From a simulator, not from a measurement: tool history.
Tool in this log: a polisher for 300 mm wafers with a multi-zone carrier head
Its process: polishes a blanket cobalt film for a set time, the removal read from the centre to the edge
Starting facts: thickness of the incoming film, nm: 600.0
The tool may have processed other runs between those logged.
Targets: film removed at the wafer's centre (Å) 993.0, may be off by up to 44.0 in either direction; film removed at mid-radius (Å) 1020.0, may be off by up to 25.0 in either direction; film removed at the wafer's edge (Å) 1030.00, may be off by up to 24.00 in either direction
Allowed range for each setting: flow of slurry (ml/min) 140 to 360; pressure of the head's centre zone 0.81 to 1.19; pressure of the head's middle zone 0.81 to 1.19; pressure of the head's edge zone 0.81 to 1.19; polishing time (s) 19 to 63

run,hour,flow of slurry (ml/min),pressure of the head's centre zone,pressure of the head's middle zone,pressure of the head's edge zone,polishing time (s),film removed at the wafer's centre (Å),film removed at mid-radius (Å),film removed at the wafer's edge (Å)
1,0.0,230,1.00,1.00,1.00,41,1319.6,1339.1,1328.20
2,0.6,230,0.94,1.00,1.00,41,1265.9,1299.3,1320.40
3,5.4,220,0.92,0.99,0.97,40,1210.3,1277.3,1285.00
4,12.3,220,0.92,0.99,0.97,50,1493.7,1595.9,1584.10
5,17.3,220,0.92,0.99,0.97,45,1342.0,1423.9,1441.30
6,24.5,220,0.92,0.98,0.95,42,1249.7,1322.3,1330.60
7,30.2,220,0.92,0.97,0.93,40,1214.5,1243.8,1244.00
8,35.2,215,0.90,0.96,0.91,39,1134.4,1204.4,1200.00
9,41.6,210,0.90,0.94,0.89,38,1109.4,1148.9,1165.80
10,46.5,205,0.90,0.93,0.87,37,1036.0,1094.4,1117.10
11,49.7,200,0.91,0.93,0.86,37,1028.0,1090.4,1098.60
12,54.8,190,0.93,0.92,0.85,37,1086.6,1078.4,1106.10
13,58.8,190,0.92,0.92,0.84,37,1061.0,1083.6,1088.90
14,63.7,185,0.92,0.92,0.83,37,1055.4,1082.7,1081.20

Consider the 5 candidate settings below. Which is the only one whose results all fall within their allowed miss of target?
A,68.6,200,1.11,0.98,0.81,34,?,?,?
B,68.6,145,0.94,0.95,0.88,36,?,?,?
C,68.6,145,0.89,0.83,0.82,41,?,?,?
D,68.6,185,1.00,0.90,0.87,36,?,?,?
E,68.6,190,0.95,1.07,0.81,36,?,?,?

move,film removed at the wafer's centre (Å),film removed at mid-radius (Å),film removed at the wafer's edge (Å)
A,1201.9,1049.7,989.59
B,1003.2,1018.4,1039.80
C,1080.3,1037.5,1149.30
D,1128.4,1022.3,1072.40
E,1078.4,1188.4,1040.10
A: lands further from the targets than the last run did
B: each result inside its tolerance
C: meets the target for the result that was furthest off, but another lies outside its allowed miss
D: meets the target for the result that was furthest off, but another lies outside its allowed miss
E: lands further from the targets than the last run did
Answer: B
